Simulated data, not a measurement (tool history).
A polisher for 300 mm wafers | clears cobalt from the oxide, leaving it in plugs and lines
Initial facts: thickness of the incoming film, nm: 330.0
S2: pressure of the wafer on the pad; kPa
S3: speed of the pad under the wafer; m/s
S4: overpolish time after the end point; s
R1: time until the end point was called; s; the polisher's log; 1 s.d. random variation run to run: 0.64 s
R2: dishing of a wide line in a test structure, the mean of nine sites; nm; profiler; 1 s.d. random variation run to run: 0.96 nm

{"run": 1, "day": 0.0, "flow of slurry (ml/min)": 255, "S2": 13.1, "S3": 0.86, "S4": 23, "R1": 66.167, "R2": 55.112}
{"run": 2, "day": 0.167, "flow of slurry (ml/min)": 255, "S2": 11.0, "S3": 0.86, "S4": 23, "R1": 78.966, "R2": 50.638}
{"run": 3, "day": 0.508, "flow of slurry (ml/min)": 255, "S2": 12.4, "S3": 0.88, "S4": 19, "R1": 69.365, "R2": 49.173}
{"run": 4, "day": 0.646, "flow of slurry (ml/min)": 255, "S2": 11.0, "S3": 0.88, "S4": 19, "R1": 74.063, "R2": 46.461}
{"run": 5, "day": 0.971, "flow of slurry (ml/min)": 255, "S2": 12.4, "S3": 0.9, "S4": 16, "R1": 66.991, "R2": 46.397}
{"run": 6, "day": 1.104, "flow of slurry (ml/min)": 255, "S2": 13.8, "S3": 0.92, "S4": 14, "R1": 59.012, "R2": 46.055}
{"run": 7, "day": 1.462, "flow of slurry (ml/min)": 255, "S2": 13.8, "S3": 0.92, "S4": 14, "R1": 59.488, "R2": 45.053}

Expected results for the next run?
{"run": 8, "day": 1.804, "flow of slurry (ml/min)": 255, "S2": 17.9, "S3": 0.94, "S4": 9, "R1": "?", "R2": "?"}

Run 8 produced R1 45.932 s, R2 40.010 nm.

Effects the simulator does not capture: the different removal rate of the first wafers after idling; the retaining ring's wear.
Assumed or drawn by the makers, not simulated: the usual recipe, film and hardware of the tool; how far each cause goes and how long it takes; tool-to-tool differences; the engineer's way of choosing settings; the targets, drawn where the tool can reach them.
